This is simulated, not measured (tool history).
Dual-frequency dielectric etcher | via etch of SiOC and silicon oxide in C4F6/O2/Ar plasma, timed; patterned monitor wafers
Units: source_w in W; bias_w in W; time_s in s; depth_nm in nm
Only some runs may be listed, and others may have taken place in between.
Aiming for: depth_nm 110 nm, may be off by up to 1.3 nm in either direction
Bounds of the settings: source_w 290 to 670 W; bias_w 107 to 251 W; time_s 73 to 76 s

run 1 hour=0 | source_w=480 bias_w=179 time_s=73 | depth_nm=91.063
run 2 hour=3.2 | source_w=520 bias_w=184 time_s=73 | depth_nm=95.084
run 3 hour=9.3 | source_w=560 bias_w=184 time_s=73 | depth_nm=98.689
run 4 hour=12.4 | source_w=560 bias_w=209 time_s=73 | depth_nm=101.87
run 5 hour=19.9 | source_w=560 bias_w=189 time_s=73 | depth_nm=98.786
run 6 hour=20.4 | source_w=580 bias_w=192 time_s=73 | depth_nm=100.74
run 7 hour=27.2 | source_w=600 bias_w=195 time_s=73 | depth_nm=102.92
run 8 hour=31.3 | source_w=610 bias_w=197 time_s=73 | depth_nm=103.87
run 9 hour=32.6 | source_w=610 bias_w=197 time_s=73 | depth_nm=104.13

Which single option among these 4 for the next run brings every result within its allowed miss of target? Just one does.
run A hour=33.9 | source_w=670 bias_w=186 time_s=75.5 | depth_nm=?
run B hour=33.9 | source_w=660 bias_w=189 time_s=73.5 | depth_nm=?
run C hour=33.9 | source_w=520 bias_w=192 time_s=74.5 | depth_nm=?
run D hour=33.9 | source_w=610 bias_w=194 time_s=75.5 | depth_nm=?

move=A depth_nm=109.43
move=B depth_nm=106.47
move=C depth_nm=98.377
move=D depth_nm=106.86
A: in spec on every target
B: closes in on the targets versus the last run, not all within tolerance yet
C: misses by more than the last run did
D: closes in on the targets versus the last run, not all within tolerance yet
The right move is A.
